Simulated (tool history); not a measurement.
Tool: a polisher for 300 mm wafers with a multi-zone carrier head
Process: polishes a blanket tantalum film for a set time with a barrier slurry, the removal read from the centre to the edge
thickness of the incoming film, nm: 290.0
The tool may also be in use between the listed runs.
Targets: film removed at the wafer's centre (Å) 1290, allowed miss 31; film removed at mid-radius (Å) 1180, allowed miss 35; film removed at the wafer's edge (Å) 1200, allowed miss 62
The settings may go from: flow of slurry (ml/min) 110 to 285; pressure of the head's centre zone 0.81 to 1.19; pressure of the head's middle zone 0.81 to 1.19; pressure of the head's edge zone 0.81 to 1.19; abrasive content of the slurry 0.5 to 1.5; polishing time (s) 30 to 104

run  hour  flow of slurry (ml/min)  pressure of the head's centre zone  pressure of the head's middle zone  pressure of the head's edge zone  abrasive content of the slurry  polishing time (s)  film removed at the wafer's centre (Å)  film removed at mid-radius (Å)  film removed at the wafer's edge (Å)
  1     0                      180                                   1                                   1                                 1                               1                  67                                  872.84                           884.7                                892.21
  2   7.5                      195                                1.04                                1.02                              1.05                            1.15                  68                                  947.41                          959.59                                971.69
  3  10.1                      210                                1.08                                1.02                              1.06                            1.25                  69                                  1028.2                          991.58                                994.88
  4  14.8                      210                                1.08                                0.95                              1.06                            1.25                  69                                  1027.6                          940.67                                1027.2
  5  20.9                      210                                1.16                                0.95                              1.06                            1.25                  69                                  1117.7                           953.9                                981.99
  6  24.5                      220                                1.16                                0.97                              1.08                             1.3                  70                                  1152.1                          982.99                                1020.1
  7    26                      225                                1.15                                0.99                              1.09                            1.35                  72                                  1180.6                          1063.4                                1058.7
  8  26.5                      230                                1.15                                0.99                              1.11                             1.4                  73                                  1218.8                          1055.6                                1093.9
  9  32.5                      235                                1.14                                   1                              1.12                            1.45                  74                                  1218.6                          1105.8                                1137.2
 10  40.8                      240                                1.14                                   1                              1.13                            1.45                  75                                  1262.2                          1121.2                                  1167
 11    44                      245                                1.14                                1.01                              1.13                            1.45                  75                                  1236.9                          1126.1                                1176.6
 12  47.5                      250                                1.15                                1.02                              1.13                            1.45                  75                                  1253.6                          1135.2                                1153.7

5 next moves are on the table. One of them brings every result within its allowed miss. Which?
  A    51                      280                                1.19                                1.13                              1.06                            1.45                  69                                       ?                               ?                                     ?
  B    51                      250                                1.04                                1.11                              1.09                             1.5                  76                                       ?                               ?                                     ?
  C    51                      230                                1.07                                1.04                              1.14                             1.5                  75                                       ?                               ?                                     ?
  D    51                      215                                1.14                                1.02                              1.14                             1.5                  79                                       ?                               ?                                     ?
  E    51                      260                                 1.1                                0.93                              1.19                             1.3                  78                                       ?                               ?                                     ?

move  film removed at the wafer's centre (Å)  film removed at mid-radius (Å)  film removed at the wafer's edge (Å)
   A                                  1226.2                          1158.1                                1064.7
   B                                  1169.8                          1249.4                                1183.6
   C                                  1173.6                          1155.5                                1183.8
   D                                    1304                          1186.3                                1238.8
   E                                  1241.6                          1083.5                                1238.5
A: brings the result that was furthest off to its target, and leaves another outside
B: takes the result that was furthest off past its target
C: brings the result that was furthest off to its target, and leaves another outside
D: meets every target
E: further off than the last run
The right move is D.
